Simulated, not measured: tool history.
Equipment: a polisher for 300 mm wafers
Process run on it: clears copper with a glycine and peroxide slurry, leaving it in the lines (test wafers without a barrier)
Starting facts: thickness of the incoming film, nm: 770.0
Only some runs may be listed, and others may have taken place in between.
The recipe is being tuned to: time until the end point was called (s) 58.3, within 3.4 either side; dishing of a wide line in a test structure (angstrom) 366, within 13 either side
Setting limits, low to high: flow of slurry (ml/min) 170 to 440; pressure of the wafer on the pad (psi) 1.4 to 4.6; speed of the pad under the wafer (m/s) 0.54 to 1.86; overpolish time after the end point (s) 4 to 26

run,hour,flow of slurry (ml/min),pressure of the wafer on the pad (psi),speed of the pad under the wafer (m/s),overpolish time after the end point (s),time until the end point was called (s),dishing of a wide line in a test structure (angstrom)
1,0,280,3,1.18,13,102.82,362.9
2,3.9,280,3,1.18,11,101.52,335.13
3,7,280,3.4,1.22,10,87.531,346.28
4,12.1,280,3.4,1,10,104.02,312.89
5,19.1,280,3.4,1,6,103.42,235.01
6,27.6,280,3.4,1.14,6,91.646,249.34
7,29.7,280,3.6,1.2,7,86.033,295.07
8,36.1,280,3.9,1.26,7,75.321,313.44
9,43.2,280,4.1,1.28,7,72.636,317.48
10,47.9,280,4.2,1.32,7,68.35,328.16
11,54.3,280,4.3,1.34,7,66.882,333.7
12,56.4,280,4.4,1.36,7,62.61,339.15
13,62.8,280,4.6,1.38,9,57.825,382.78

5 candidate next runs follow, results not yet known. Just one meets every target within its allowed miss. Identify it.
A,69.2,295,4.6,1.4,10,?,?
B,69.2,265,4,1.5,7,?,?
C,69.2,270,4.5,1.48,10,?,?
D,69.2,180,4.6,1.5,8,?,?
E,69.2,300,4.6,1.6,9,?,?

move,time until the end point was called (s),dishing of a wide line in a test structure (angstrom)
A,58.701,396.27
B,63.332,338.02
C,57.449,397.4
D,58.884,367.79
E,51.824,395.83
A: moves away from the targets compared with the last run
B: moves the result that the last run missed by most past its target, out the other side
C: moves away from the targets compared with the last run
D: every result lands within tolerance
E: moves away from the targets compared with the last run
Go with D: it meets all targets.

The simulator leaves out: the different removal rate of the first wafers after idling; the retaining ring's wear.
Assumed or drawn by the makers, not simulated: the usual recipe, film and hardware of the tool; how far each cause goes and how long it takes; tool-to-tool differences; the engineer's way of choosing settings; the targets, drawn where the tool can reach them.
